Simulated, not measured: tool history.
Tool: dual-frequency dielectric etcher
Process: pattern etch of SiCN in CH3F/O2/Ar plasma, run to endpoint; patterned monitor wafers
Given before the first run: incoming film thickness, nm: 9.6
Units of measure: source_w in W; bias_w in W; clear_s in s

Run 1, hour 0: source_w 380 W, bias_w 79 W. Result: clear_s 25.172 s.
Run 2, hour 1.7: source_w 380 W, bias_w 70 W. Result: clear_s 25.814 s.
Run 3, hour 3.5: source_w 420 W, bias_w 70 W. Result: clear_s 24.627 s.
Run 4, hour 12.1: source_w 420 W, bias_w 84 W. Result: clear_s 23.716 s.
Run 5, hour 14: source_w 400 W, bias_w 82 W. Result: clear_s 24.306 s.
Run 6, hour 22.2: source_w 400 W, bias_w 89 W. Result: clear_s 23.834 s.
Run 7, hour 28.2: source_w 380 W, bias_w 87 W. Result: clear_s 24.831 s.
Run 8, hour 31.9: source_w 370 W, bias_w 86 W. Result: clear_s 25.078 s.

Run 9 comes next. What will it give?
Run 9, hour 36.4: source_w 360 W, bias_w 85 W. Result: clear_s ?.

{"run 9": {"clear_s": 25.404}}
